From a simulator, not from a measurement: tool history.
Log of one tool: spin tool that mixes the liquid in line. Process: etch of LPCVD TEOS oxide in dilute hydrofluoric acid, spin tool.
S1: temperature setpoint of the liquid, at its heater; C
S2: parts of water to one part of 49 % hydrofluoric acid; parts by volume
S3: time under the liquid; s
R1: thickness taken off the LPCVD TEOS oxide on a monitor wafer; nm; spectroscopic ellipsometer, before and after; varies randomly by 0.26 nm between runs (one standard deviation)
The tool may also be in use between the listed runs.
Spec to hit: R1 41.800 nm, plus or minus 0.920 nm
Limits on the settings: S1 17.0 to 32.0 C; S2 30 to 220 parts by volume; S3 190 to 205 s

Run 1, hour 0.0: S1 24.0 C, S2 125 parts by volume, S3 190 s. Result: R1 84.679 nm.
Run 2, hour 1.6: S1 24.0 C, S2 125 parts by volume, S3 190 s. Result: R1 85.968 nm.
Run 3, hour 10.0: S1 22.5 C, S2 135 parts by volume, S3 190 s. Result: R1 73.581 nm.
Run 4, hour 10.8: S1 22.5 C, S2 105 parts by volume, S3 190 s. Result: R1 98.123 nm.
Run 5, hour 13.3: S1 22.5 C, S2 105 parts by volume, S3 190 s. Result: R1 98.635 nm.
Run 6, hour 18.1: S1 22.5 C, S2 105 parts by volume, S3 205 s. Result: R1 106.450 nm.
Run 7, hour 23.5: S1 21.0 C, S2 125 parts by volume, S3 205 s. Result: R1 80.770 nm.
Run 8, hour 29.7: S1 20.0 C, S2 135 parts by volume, S3 205 s. Result: R1 72.236 nm.
Run 9, hour 34.4: S1 19.5 C, S2 145 parts by volume, S3 205 s. Result: R1 65.021 nm.
Run 10, hour 37.3: S1 19.0 C, S2 155 parts by volume, S3 205 s. Result: R1 58.831 nm.
Run 11, hour 46.2: S1 18.5 C, S2 160 parts by volume, S3 205 s. Result: R1 55.275 nm.
Run 12, hour 49.1: S1 18.0 C, S2 165 parts by volume, S3 205 s. Result: R1 52.520 nm.
Run 13, hour 56.6: S1 18.0 C, S2 170 parts by volume, S3 205 s. Result: R1 50.731 nm.
Run 14, hour 60.8: S1 18.0 C, S2 175 parts by volume, S3 205 s. Result: R1 49.269 nm.
Run 15, hour 62.7: S1 18.0 C, S2 180 parts by volume, S3 205 s. Result: R1 47.898 nm.

Exactly one of the 5 candidate moves below puts every result within its allowed miss. Which one?
Run A, hour 64.6: S1 17.0 C, S2 195 parts by volume, S3 195 s. Result: R1 ?.
Run B, hour 64.6: S1 18.0 C, S2 180 parts by volume, S3 200 s. Result: R1 ?.
Run C, hour 64.6: S1 22.0 C, S2 215 parts by volume, S3 200 s. Result: R1 ?.
Run D, hour 64.6: S1 17.5 C, S2 170 parts by volume, S3 190 s. Result: R1 ?.
Run E, hour 64.6: S1 17.0 C, S2 190 parts by volume, S3 200 s. Result: R1 ?.

move      R1
   A  39.197
   B  45.971
   C  43.404
   D  45.759
   E  41.451
A: moves the result that the last run missed by most past its target, out the other side
B: closer than the last run, but not yet in spec
C: closer than the last run, but not yet in spec
D: closer than the last run, but not yet in spec
E: hits every target within its allowed miss
E is the move that brings every result within its allowed miss.
